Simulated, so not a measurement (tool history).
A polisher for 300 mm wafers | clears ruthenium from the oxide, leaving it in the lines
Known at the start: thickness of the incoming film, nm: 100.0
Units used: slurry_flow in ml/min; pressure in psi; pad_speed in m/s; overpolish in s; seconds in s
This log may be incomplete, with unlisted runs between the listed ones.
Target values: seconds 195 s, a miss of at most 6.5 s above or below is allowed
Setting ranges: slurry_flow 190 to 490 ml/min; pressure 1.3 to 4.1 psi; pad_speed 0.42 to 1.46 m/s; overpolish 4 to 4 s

run,day,slurry_flow,pressure,pad_speed,overpolish,seconds
1,0,315,2.7,0.94,4,81.13
2,0.117,310,2.3,0.86,4,103.64
3,0.321,370,2.3,0.86,4,102.8
4,0.567,370,2,0.8,4,124.79
5,0.888,370,2,0.96,4,104.81
6,1.029,310,2,0.96,4,104.26
7,1.171,310,1.8,0.88,4,129.59
8,1.233,305,1.7,0.84,4,143.42
9,1.388,300,1.6,0.82,4,151.44
10,1.754,295,1.5,0.8,4,167.43
11,1.817,290,1.4,0.8,4,178.8
12,2.042,280,1.4,0.8,4,179.88
13,2.162,275,1.3,0.76,4,206.92

4 candidate next runs follow, results not yet known. Just one meets every target within its allowed miss. Identify it.
A,2.283,250,1.4,0.68,4,?
B,2.283,255,1.5,0.58,4,?
C,2.283,250,1.6,0.66,4,?
D,2.283,250,1.3,0.7,4,?

move,seconds
A,213.99
B,232.96
C,194.04
D,223.16
A: moves away from the targets compared with the last run
B: moves away from the targets compared with the last run
C: meets every target
D: moves away from the targets compared with the last run
The right move is C.

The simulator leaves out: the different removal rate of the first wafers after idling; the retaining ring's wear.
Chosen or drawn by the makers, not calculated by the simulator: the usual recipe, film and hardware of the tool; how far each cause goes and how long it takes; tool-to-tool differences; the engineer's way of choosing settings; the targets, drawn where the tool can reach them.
